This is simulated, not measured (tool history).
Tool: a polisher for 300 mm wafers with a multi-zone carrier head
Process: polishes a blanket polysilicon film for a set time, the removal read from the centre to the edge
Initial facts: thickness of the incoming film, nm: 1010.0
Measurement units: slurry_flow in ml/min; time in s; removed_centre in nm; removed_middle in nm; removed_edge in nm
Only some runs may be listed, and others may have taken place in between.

{"run": 1, "hour": 0.0, "slurry_flow": 165, "centre_zone": 1, "middle_zone": 1, "edge_zone": 1, "time": 46, "removed_centre": 367.26, "removed_middle": 366.43, "removed_edge": 352.58}
{"run": 2, "hour": 8.1, "slurry_flow": 165, "centre_zone": 1, "middle_zone": 1, "edge_zone": 1, "time": 41, "removed_centre": 330.46, "removed_middle": 323.93, "removed_edge": 328.76}
{"run": 3, "hour": 16.0, "slurry_flow": 175, "centre_zone": 1.02, "middle_zone": 0.99, "edge_zone": 1.04, "time": 44, "removed_centre": 366.7, "removed_middle": 354.33, "removed_edge": 354.22}
{"run": 4, "hour": 17.4, "slurry_flow": 135, "centre_zone": 1.02, "middle_zone": 0.99, "edge_zone": 1.04, "time": 44, "removed_centre": 347.57, "removed_middle": 341.32, "removed_edge": 336.57}
{"run": 5, "hour": 25.4, "slurry_flow": 135, "centre_zone": 1.02, "middle_zone": 0.99, "edge_zone": 1.04, "time": 48, "removed_centre": 381.66, "removed_middle": 369.97, "removed_edge": 372.06}
{"run": 6, "hour": 33.5, "slurry_flow": 135, "centre_zone": 1.02, "middle_zone": 1.06, "edge_zone": 1.04, "time": 48, "removed_centre": 381.88, "removed_middle": 391.52, "removed_edge": 366.51}
{"run": 7, "hour": 41.5, "slurry_flow": 150, "centre_zone": 1.04, "middle_zone": 1.04, "edge_zone": 1.08, "time": 49, "removed_centre": 403.31, "removed_middle": 411.44, "removed_edge": 386.22}
{"run": 8, "hour": 44.1, "slurry_flow": 165, "centre_zone": 1.06, "middle_zone": 1, "edge_zone": 1.1, "time": 50, "removed_centre": 423.64, "removed_middle": 409.13, "removed_edge": 406.3}
{"run": 9, "hour": 50.1, "slurry_flow": 175, "centre_zone": 1.08, "middle_zone": 0.99, "edge_zone": 1.12, "time": 51, "removed_centre": 451.42, "removed_middle": 407.92, "removed_edge": 411.47}
{"run": 10, "hour": 51.5, "slurry_flow": 185, "centre_zone": 1.08, "middle_zone": 0.98, "edge_zone": 1.14, "time": 52, "removed_centre": 462.63, "removed_middle": 421.46, "removed_edge": 426.59}
{"hour": 59.1, "done": "edge zone pressure recalibrated"}
{"run": 11, "hour": 59.1, "slurry_flow": 200, "centre_zone": 1.11, "middle_zone": 0.93, "edge_zone": 1.19, "time": 55, "removed_centre": 499.46, "removed_middle": 437.09, "removed_edge": 505.08}
{"run": 12, "hour": 68.0, "slurry_flow": 200, "centre_zone": 1.11, "middle_zone": 0.94, "edge_zone": 1.18, "time": 55, "removed_centre": 506.07, "removed_middle": 427.8, "removed_edge": 501.28}
{"run": 13, "hour": 74.7, "slurry_flow": 200, "centre_zone": 1.11, "middle_zone": 0.95, "edge_zone": 1.17, "time": 55, "removed_centre": 496.88, "removed_middle": 424.22, "removed_edge": 501.11}

Run 14, settings as shown, results not yet in. Your forecast:
{"run": 14, "hour": 76.2, "slurry_flow": 195, "centre_zone": 1.12, "middle_zone": 0.97, "edge_zone": 1.17, "time": 55, "removed_centre": "?", "removed_middle": "?", "removed_edge": "?"}

removed_centre: 502.01 nm
removed_middle: 447.47 nm
removed_edge: 507.28 nm
